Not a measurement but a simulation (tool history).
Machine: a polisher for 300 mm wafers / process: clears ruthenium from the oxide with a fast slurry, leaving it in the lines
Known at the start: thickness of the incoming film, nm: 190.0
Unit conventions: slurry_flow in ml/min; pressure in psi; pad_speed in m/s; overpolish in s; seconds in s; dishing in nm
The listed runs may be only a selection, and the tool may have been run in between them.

run	hour	slurry_flow	pressure	pad_speed	slurry_solids	overpolish	seconds	dishing
1	0.0	170	3.3	0.78	1.0	13	58.923	30.654
2	2.9	170	3.3	0.78	1.0	15	58.636	35.493
3	11.3	175	3.3	0.78	1.0	16	59.006	39.220
4	17.8	175	3.3	0.96	1.0	16	50.117	42.159
5	21.5	175	3.3	0.96	1.0	10	50.103	28.630
6	30.2	175	3.3	0.96	1.0	6	50.537	18.035

Run 7 is up next; what results do you expect?
7	32.6	170	3.2	0.96	1.0	10	?	?

For run 7 the tool returned seconds 51.409 s, dishing 26.561 nm.

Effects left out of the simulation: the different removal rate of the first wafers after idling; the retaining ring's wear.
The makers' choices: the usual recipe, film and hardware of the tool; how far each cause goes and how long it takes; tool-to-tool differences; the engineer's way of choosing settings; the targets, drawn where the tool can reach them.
